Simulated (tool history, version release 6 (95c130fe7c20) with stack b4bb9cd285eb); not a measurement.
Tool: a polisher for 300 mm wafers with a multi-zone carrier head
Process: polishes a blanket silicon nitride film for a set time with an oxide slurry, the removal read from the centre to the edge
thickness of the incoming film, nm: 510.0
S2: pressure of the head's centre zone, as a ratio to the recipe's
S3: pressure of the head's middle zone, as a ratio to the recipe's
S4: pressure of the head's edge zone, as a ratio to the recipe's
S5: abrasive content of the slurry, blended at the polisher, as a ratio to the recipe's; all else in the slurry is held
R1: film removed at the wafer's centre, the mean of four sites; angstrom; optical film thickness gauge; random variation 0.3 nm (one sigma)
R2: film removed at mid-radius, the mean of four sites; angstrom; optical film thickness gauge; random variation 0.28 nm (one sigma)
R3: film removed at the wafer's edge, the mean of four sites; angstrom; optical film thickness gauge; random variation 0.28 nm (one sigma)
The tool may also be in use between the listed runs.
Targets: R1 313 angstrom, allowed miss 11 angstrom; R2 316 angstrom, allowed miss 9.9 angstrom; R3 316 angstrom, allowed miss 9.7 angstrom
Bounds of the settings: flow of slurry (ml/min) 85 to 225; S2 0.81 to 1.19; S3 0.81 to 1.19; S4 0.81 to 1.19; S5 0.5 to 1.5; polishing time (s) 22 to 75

Run 1, hour 0: flow of slurry (ml/min) 145, S2 1, S3 1, S4 1, S5 1, polishing time (s) 48. Result: R1 284.36 angstrom, R2 278.76 angstrom, R3 271.28 angstrom.
Run 2, hour 8.4: flow of slurry (ml/min) 155, S2 1, S3 1, S4 1.02, S5 1, polishing time (s) 48. Result: R1 289.16 angstrom, R2 284.24 angstrom, R3 270.38 angstrom.
Run 3, hour 10: flow of slurry (ml/min) 155, S2 1.04, S3 1, S4 1.02, S5 1, polishing time (s) 48. Result: R1 296.87 angstrom, R2 285.22 angstrom, R3 271.51 angstrom.
Run 4, hour 18.5: flow of slurry (ml/min) 155, S2 1.04, S3 1, S4 1.02, S5 0.85, polishing time (s) 48. Result: R1 276.54 angstrom, R2 266.19 angstrom, R3 254.07 angstrom.
Run 5, hour 26.6: flow of slurry (ml/min) 155, S2 1.03, S3 1, S4 1.04, S5 0.9, polishing time (s) 48. Result: R1 275.87 angstrom, R2 276.73 angstrom, R3 258.76 angstrom.
Run 6, hour 30.3: flow of slurry (ml/min) 155, S2 1.02, S3 0.99, S4 1.05, S5 0.95, polishing time (s) 48. Result: R1 280.15 angstrom, R2 277.76 angstrom, R3 272.29 angstrom.
Run 7, hour 33.8: flow of slurry (ml/min) 160, S2 1.03, S3 0.99, S4 1.07, S5 0.95, polishing time (s) 48. Result: R1 289.31 angstrom, R2 277.85 angstrom, R3 271.36 angstrom.
Run 8, hour 39.4: flow of slurry (ml/min) 160, S2 1.03, S3 0.99, S4 1.07, S5 0.95, polishing time (s) 48. Result: R1 287.85 angstrom, R2 277.78 angstrom, R3 277.48 angstrom.
Run 9, hour 44: flow of slurry (ml/min) 165, S2 1.03, S3 1, S4 1.09, S5 0.95, polishing time (s) 48. Result: R1 294.15 angstrom, R2 283.92 angstrom, R3 277.99 angstrom.
Run 10, hour 48.4: flow of slurry (ml/min) 170, S2 1.02, S3 1, S4 1.11, S5 0.95, polishing time (s) 48. Result: R1 292.74 angstrom, R2 284.35 angstrom, R3 283.84 angstrom.
Run 11, hour 53.1: flow of slurry (ml/min) 210, S2 1.01, S3 1.06, S4 1.19, S5 1, polishing time (s) 48. Result: R1 299.29 angstrom, R2 311.77 angstrom, R3 310.45 angstrom.

Which of these 4 next moves meets every target?
Run A, hour 57.8: flow of slurry (ml/min) 210, S2 1.02, S3 1.05, S4 1.19, S5 1.05, polishing time (s) 48. Result: R1 ?, R2 ?, R3 ?.
Run B, hour 57.8: flow of slurry (ml/min) 215, S2 1.07, S3 1.05, S4 1.12, S5 0.8, polishing time (s) 56. Result: R1 ?, R2 ?, R3 ?.
Run C, hour 57.8: flow of slurry (ml/min) 185, S2 1.02, S3 0.93, S4 1.19, S5 1, polishing time (s) 50. Result: R1 ?, R2 ?, R3 ?.
Run D, hour 57.8: flow of slurry (ml/min) 200, S2 0.98, S3 1.14, S4 1.16, S5 1.05, polishing time (s) 45. Result: R1 ?, R2 ?, R3 ?.

move      R1      R2      R3
   A  318.84  322.43  315.88
   B   347.4  334.59  317.46
   C  318.12  294.68  318.13
   D  284.97  319.69  290.34
A: meets every target
B: takes the result that was furthest off past its target
C: brings the result that was furthest off to its target, and leaves another outside
D: further off than the last run
Move A is the one to make.
